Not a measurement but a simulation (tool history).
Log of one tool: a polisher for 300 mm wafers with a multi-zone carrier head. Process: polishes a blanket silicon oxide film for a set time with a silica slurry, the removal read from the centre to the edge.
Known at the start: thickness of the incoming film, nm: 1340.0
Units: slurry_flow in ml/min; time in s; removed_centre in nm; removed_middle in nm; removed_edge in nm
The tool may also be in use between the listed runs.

Run 1, hour 0: slurry_flow 175 ml/min, centre_zone 1, middle_zone 1, edge_zone 1, slurry_solids 1, time 83 s. Result: removed_centre 314.91 nm, removed_middle 299.65 nm, removed_edge 300.68 nm.
Run 2, hour 5.7: slurry_flow 190 ml/min, centre_zone 1, middle_zone 1, edge_zone 1, slurry_solids 1, time 83 s. Result: removed_centre 318.43 nm, removed_middle 309.59 nm, removed_edge 305.75 nm.
Run 3, hour 10.1: slurry_flow 190 ml/min, centre_zone 1, middle_zone 1, edge_zone 1, slurry_solids 1, time 66 s. Result: removed_centre 248.56 nm, removed_middle 247.73 nm, removed_edge 242.92 nm.
Run 4, hour 14.7: slurry_flow 190 ml/min, centre_zone 1, middle_zone 1, edge_zone 1, slurry_solids 1.1, time 66 s. Result: removed_centre 266.7 nm, removed_middle 257.53 nm, removed_edge 257.77 nm.
Run 5, hour 21.1: slurry_flow 190 ml/min, centre_zone 1.05, middle_zone 1, edge_zone 1, slurry_solids 1.1, time 66 s. Result: removed_centre 281.46 nm, removed_middle 260.47 nm, removed_edge 252.44 nm.
Run 6, hour 22.8: slurry_flow 205 ml/min, centre_zone 1.05, middle_zone 1.06, edge_zone 1.04, slurry_solids 1.25, time 70 s. Result: removed_centre 324.24 nm, removed_middle 310.38 nm, removed_edge 296.42 nm.

Forecast run 7:
Run 7, hour 29.5: slurry_flow 220 ml/min, centre_zone 1.05, middle_zone 1.1, edge_zone 1.06, slurry_solids 1.35, time 73 s. Result: removed_centre ?, removed_middle ?, removed_edge ?.

{"run 7": {"removed_centre": 354.17, "removed_middle": 349.75, "removed_edge": 325.95}}
